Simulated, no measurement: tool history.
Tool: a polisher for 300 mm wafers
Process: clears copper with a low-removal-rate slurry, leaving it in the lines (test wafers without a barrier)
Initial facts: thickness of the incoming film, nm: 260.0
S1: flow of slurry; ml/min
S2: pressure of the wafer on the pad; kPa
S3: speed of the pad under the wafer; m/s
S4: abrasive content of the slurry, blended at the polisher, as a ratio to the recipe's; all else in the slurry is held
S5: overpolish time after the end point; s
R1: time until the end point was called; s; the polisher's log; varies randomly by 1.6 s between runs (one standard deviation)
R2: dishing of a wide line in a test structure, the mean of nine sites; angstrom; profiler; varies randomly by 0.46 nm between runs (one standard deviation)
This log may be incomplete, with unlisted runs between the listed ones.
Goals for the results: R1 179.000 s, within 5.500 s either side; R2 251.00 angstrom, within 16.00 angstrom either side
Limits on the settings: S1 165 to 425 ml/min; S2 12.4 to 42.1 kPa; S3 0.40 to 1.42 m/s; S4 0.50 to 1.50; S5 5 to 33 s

run,hour,S1,S2,S3,S4,S5,R1,R2
1,0.0,275,26.9,0.90,1.00,17,91.029,375.28
2,8.2,275,24.8,0.88,1.00,18,101.680,347.29
3,16.0,275,24.8,0.78,1.00,18,113.730,314.67
4,20.7,320,24.8,0.78,1.00,18,110.300,327.11
5,27.0,310,23.4,0.78,1.00,19,119.500,325.15
6,29.1,310,23.4,0.58,1.00,19,155.530,252.40
7,30.8,305,22.8,0.58,1.00,19,163.560,246.54
8,38.5,295,22.8,0.58,1.00,19,164.330,240.19
9,41.1,290,22.8,0.58,1.00,19,161.350,245.12
10,41.9,290,19.3,0.58,1.00,22,190.100,235.15
11,45.4,295,19.3,0.58,1.00,22,185.540,243.49
12,54.3,300,19.3,0.58,1.00,22,189.250,239.29
13,61.1,305,19.3,0.58,1.00,22,191.390,238.52

Consider the 5 candidate settings below. Which is the only one whose results all fall within their allowed miss of target?
A,67.9,240,25.5,0.50,0.80,26,?,?
B,67.9,355,17.9,0.64,1.10,22,?,?
C,67.9,415,17.2,0.60,1.15,27,?,?
D,67.9,260,15.2,0.68,1.10,24,?,?
E,67.9,280,18.6,0.64,1.00,27,?,?

move,R1,R2
A,178.920,292.72
B,178.140,249.64
C,192.570,279.71
D,201.190,240.52
E,178.900,299.72
A: brings the result that was furthest off to its target, and leaves another outside
B: hits every target within its allowed miss
C: misses by more than the last run did
D: misses by more than the last run did
E: brings the result that was furthest off to its target, and leaves another outside
B is the move that brings every result within its allowed miss.

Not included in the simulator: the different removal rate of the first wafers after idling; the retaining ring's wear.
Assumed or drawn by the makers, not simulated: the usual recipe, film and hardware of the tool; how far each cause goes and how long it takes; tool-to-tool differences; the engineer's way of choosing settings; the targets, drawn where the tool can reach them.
